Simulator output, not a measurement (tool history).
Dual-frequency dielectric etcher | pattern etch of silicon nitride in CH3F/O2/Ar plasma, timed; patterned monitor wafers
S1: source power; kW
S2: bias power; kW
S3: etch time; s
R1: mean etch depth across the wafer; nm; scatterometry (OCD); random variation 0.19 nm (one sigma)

run    day     S1     S2  S3      R1
  1  0.000  0.490  0.072  65  54.263
  2  0.238  0.470  0.071  65  53.160
  3  0.296  0.530  0.071  65  55.885
  4  0.500  0.580  0.071  65  57.659
  5  0.667  0.580  0.081  65  59.767
  6  0.700  0.530  0.077  65  57.579

Forecast run 7:
  7  0.996  0.490  0.074  65   ?

Run 7 gave R1 54.698 nm.

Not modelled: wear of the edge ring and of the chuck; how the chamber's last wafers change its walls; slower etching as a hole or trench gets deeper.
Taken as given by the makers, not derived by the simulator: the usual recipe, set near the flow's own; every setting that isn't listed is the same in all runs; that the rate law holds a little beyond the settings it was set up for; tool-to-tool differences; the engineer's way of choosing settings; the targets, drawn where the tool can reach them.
